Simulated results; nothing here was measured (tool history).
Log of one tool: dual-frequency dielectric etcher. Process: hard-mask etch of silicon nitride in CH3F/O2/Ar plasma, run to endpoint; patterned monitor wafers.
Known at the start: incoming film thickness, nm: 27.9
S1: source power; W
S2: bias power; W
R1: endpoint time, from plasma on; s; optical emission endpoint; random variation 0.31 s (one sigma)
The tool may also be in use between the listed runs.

run,hour,S1,S2,R1
1,0,390,60,44.223
2,8.1,370,59,45.192
3,10.4,360,58,46.384
4,15.9,350,58,47.085
5,19,350,67,45.552
6,23,410,67,42.249
7,30.3,390,66,42.851
8,31.5,370,65,44.58
9,32.2,360,65,44.763

The next listed run, before its measurement:
# hour 37.3: bias power generator calibrated
10,37.3,350,64,?

Run 10 gave R1 46.067 s.
